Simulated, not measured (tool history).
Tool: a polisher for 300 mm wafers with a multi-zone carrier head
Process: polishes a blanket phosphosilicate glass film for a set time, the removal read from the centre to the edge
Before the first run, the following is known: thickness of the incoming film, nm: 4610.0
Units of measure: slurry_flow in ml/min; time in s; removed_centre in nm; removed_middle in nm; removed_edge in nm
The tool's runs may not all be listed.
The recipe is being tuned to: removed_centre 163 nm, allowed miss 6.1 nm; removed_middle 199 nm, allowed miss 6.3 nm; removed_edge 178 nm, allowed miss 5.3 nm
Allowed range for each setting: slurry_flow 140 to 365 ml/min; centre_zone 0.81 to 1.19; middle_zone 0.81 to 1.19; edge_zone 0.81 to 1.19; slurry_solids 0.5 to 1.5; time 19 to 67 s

run	hour	slurry_flow	centre_zone	middle_zone	edge_zone	slurry_solids	time	removed_centre	removed_middle	removed_edge
1	0	235	1	1	1	1	43	251.31	241.78	240.36
2	8.2	290	1	1	1	1	43	250.14	243.03	247.22
3	14.2	285	0.97	1.01	0.98	0.9	43	231.53	239.95	234.74
4	23	280	0.95	1	0.96	0.85	43	225.67	228.2	229
5	31.9	280	0.93	1.02	0.95	0.8	42	212	227.43	215.79
6	34.2	280	0.91	1.02	0.95	0.75	42	209.22	226.24	214.89
7	37.8	285	0.89	1.02	0.95	0.7	41	194.75	213.17	205.6
8	41.5	285	0.88	1.03	0.94	0.65	41	188.03	209.25	197.71
9	48	220	0.81	1.05	0.85	0.6	41	168.95	206.24	186.99

Which one of the following 4 next-run settings gets every result inside its allowed miss? There is exactly one.
A	54.5	245	0.87	1.12	0.81	0.5	39	?	?	?
B	54.5	220	0.82	1.04	0.85	0.5	38	?	?	?
C	54.5	235	0.81	1.03	0.81	0.5	42	?	?	?
D	54.5	250	0.82	1.06	0.88	0.5	38	?	?	?

move	removed_centre	removed_middle	removed_edge
A	163.2	198.23	165.73
B	149.01	179.76	164.03
C	163.81	198.15	178.24
D	150.76	184.59	167.89
A: the result that was furthest off in the last run now lies on the other side of its target
B: the result that was furthest off in the last run now lies on the other side of its target
C: every result lands within tolerance
D: the result that was furthest off in the last run now lies on the other side of its target
The move that meets every target is C.
